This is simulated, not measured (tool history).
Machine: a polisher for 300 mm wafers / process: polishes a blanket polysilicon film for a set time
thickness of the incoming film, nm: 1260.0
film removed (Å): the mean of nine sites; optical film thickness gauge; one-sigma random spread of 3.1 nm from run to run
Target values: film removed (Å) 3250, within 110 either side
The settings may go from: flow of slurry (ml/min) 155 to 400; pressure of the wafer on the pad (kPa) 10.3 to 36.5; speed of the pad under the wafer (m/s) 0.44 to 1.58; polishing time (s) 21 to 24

run,hour,flow of slurry (ml/min),pressure of the wafer on the pad (kPa),speed of the pad under the wafer (m/s),polishing time (s),film removed (Å)
1,0,255,23.4,1,24,2476.7
2,5.9,255,24.8,1,24,2602.6
3,6.5,255,26.2,1,24,2775.2
4,7.1,255,26.9,1,24,2801.5
5,9.1,255,27.6,1,24,2872.3
6,17.1,255,28.3,1,24,2965.4
7,25.9,255,29,1,24,3024.2
8,32.9,255,29.6,1,24,3087.5

Consider the 5 candidate settings below. Which is the only one whose results all fall within their allowed miss of target?
A,39.9,215,31.7,1,21,?
B,39.9,240,25.5,1.06,24,?
C,39.9,295,25.5,1.02,24,?
D,39.9,265,29.6,1.08,21,?
E,39.9,195,29,1.12,24,?

move,film removed (Å)
A,2814.1
B,2850.9
C,2799.3
D,2919.6
E,3279.7
A: further off than the last run
B: further off than the last run
C: further off than the last run
D: further off than the last run
E: every result within its allowed miss
E is the move that brings every result within its allowed miss.
